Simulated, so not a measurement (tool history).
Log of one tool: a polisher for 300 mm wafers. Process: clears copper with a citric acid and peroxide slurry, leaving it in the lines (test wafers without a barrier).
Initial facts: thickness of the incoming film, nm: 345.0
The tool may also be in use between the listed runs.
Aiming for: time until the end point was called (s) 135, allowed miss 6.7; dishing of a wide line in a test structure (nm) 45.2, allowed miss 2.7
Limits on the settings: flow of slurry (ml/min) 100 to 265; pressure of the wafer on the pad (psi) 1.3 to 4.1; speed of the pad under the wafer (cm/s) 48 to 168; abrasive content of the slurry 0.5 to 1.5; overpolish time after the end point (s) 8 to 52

| run | hour | flow of slurry (ml/min) | pressure of the wafer on the pad (psi) | speed of the pad under the wafer (cm/s) | abrasive content of the slurry | overpolish time after the end point (s) | time until the end point was called (s) | dishing of a wide line in a test structure (nm) |
|---|---|---|---|---|---|---|---|---|
| 1 | 0 | 170 | 2.7 | 108 | 1 | 26 | 193.64 | 30.506 |
| 2 | 0.7 | 170 | 2.7 | 108 | 1 | 20 | 184.81 | 23.766 |
| 3 | 8.7 | 170 | 2.1 | 108 | 1 | 20 | 214.95 | 21.937 |
| 4 | 17.8 | 170 | 2.1 | 108 | 1 | 30 | 219.49 | 30.136 |
| 5 | 24.2 | 175 | 2.6 | 110 | 1 | 30 | 191.13 | 34.088 |
| 6 | 28 | 180 | 3 | 112 | 1 | 30 | 170.54 | 36.941 |
| 7 | 31.2 | 180 | 3.2 | 114 | 1 | 30 | 165.51 | 38.586 |
| 8 | 33.1 | 180 | 3.4 | 116 | 1 | 30 | 155.42 | 38.681 |
| 9 | 41.3 | 180 | 3.6 | 118 | 1 | 31 | 145.78 | 42.274 |

Next run, 5 choices. One meets every target within its allowed miss, the rest don't. Which?
| A | 49.5 | 190 | 3.7 | 116 | 0.95 | 38 | ? | ? |
| B | 49.5 | 195 | 3.8 | 120 | 0.85 | 25 | ? | ? |
| C | 49.5 | 220 | 4.1 | 102 | 0.7 | 41 | ? | ? |
| D | 49.5 | 185 | 4 | 130 | 0.8 | 31 | ? | ? |
| E | 49.5 | 195 | 3.4 | 116 | 1 | 42 | ? | ? |

| move | time until the end point was called (s) | dishing of a wide line in a test structure (nm) |
|---|---|---|
| A | 146.28 | 49.209 |
| B | 143.16 | 36.751 |
| C | 155.83 | 49.877 |
| D | 133.02 | 45.715 |
| E | 152.55 | 51.004 |
A: no nearer and no further than the last run
B: moves away from the targets compared with the last run
C: moves away from the targets compared with the last run
D: all results land within tolerance of their targets
E: moves away from the targets compared with the last run
Move D is the one to make.

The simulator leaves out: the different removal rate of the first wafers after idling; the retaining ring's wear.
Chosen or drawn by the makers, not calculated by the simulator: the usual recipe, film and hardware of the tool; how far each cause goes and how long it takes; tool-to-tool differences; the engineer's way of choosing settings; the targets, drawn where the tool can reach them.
